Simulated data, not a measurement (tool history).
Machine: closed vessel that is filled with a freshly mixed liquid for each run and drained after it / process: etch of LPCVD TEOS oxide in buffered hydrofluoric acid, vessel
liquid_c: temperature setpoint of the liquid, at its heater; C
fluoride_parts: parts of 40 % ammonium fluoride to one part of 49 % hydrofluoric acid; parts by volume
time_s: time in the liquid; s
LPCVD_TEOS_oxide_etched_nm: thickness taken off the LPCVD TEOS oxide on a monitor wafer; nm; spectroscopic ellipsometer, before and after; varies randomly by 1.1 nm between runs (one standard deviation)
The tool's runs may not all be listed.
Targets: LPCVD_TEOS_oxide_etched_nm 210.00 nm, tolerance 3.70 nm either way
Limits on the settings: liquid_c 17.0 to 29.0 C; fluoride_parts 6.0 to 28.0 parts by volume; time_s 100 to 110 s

run,hour,liquid_c,fluoride_parts,time_s,LPCVD_TEOS_oxide_etched_nm
1,0.0,21.0,17.0,100,136.88
2,6.1,21.0,12.0,100,193.40
3,13.4,21.0,7.0,100,323.94
4,18.1,21.0,7.0,100,324.32
5,19.9,22.0,7.0,100,343.75
6,22.9,21.5,7.0,100,333.77
7,26.5,21.0,7.0,100,322.47
8,30.9,20.5,7.0,100,313.90
9,38.8,17.0,11.5,100,160.03
# hour 45.5: thermometer replaced
10,45.5,17.5,11.5,100,181.98
11,49.5,17.5,11.5,100,182.19
12,55.6,18.0,11.5,100,186.01
13,57.9,18.5,11.5,100,192.55
14,66.6,19.5,11.5,100,202.88

Next run, 4 choices. One meets every target within its allowed miss, the rest don't. Which?
A,75.3,18.5,11.5,105,?
B,75.3,22.5,14.0,100,?
C,75.3,17.5,10.5,100,?
D,75.3,18.5,10.5,100,?

move,LPCVD_TEOS_oxide_etched_nm
A,200.55
B,196.96
C,197.22
D,208.74
A: lands further from the targets than the last run did
B: lands further from the targets than the last run did
C: lands further from the targets than the last run did
D: hits every target within its allowed miss
The right move is D.
